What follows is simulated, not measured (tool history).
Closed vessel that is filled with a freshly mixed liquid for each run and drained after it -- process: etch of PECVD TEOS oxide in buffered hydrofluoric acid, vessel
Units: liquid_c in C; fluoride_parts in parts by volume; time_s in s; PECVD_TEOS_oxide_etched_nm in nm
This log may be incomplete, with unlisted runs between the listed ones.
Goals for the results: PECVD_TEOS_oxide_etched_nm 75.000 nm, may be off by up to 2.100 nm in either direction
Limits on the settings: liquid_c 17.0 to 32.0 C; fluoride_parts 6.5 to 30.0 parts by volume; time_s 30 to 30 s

run  hour  liquid_c  fluoride_parts  time_s  PECVD_TEOS_oxide_etched_nm
  1   0.0      25.0            19.5      30                      33.868
  2   8.9      22.5            19.5      30                      29.447
  3  11.1      24.5            17.5      30                      36.841
  4  16.3      26.0            16.0      30                      43.561
  5  20.9      28.5            16.0      30                      49.671
  6  29.8      29.5            15.0      30                      55.840
  7  32.6      30.0            14.5      30                      58.839
  8  36.9      30.5            14.0      30                      62.078
  9  41.0      31.0            13.5      30                      65.818
 10  44.4      31.0            13.0      30                      68.837
 11  46.3      32.0            12.0      30                      77.755

Pick the move, out of 4, that brings all results within their allowed miss; only one does.
  A  48.2      29.5            11.0      30                           ?
  B  48.2      31.5            11.0      30                           ?
  C  48.2      30.0            10.5      30                           ?
  D  48.2      30.5            11.0      30                           ?

move  PECVD_TEOS_oxide_etched_nm
   A                      75.430
   B                      83.747
   C                      81.023
   D                      79.493
A: every result lands within tolerance
B: moves away from the targets compared with the last run
C: moves away from the targets compared with the last run
D: moves away from the targets compared with the last run
The move that meets every target is A.
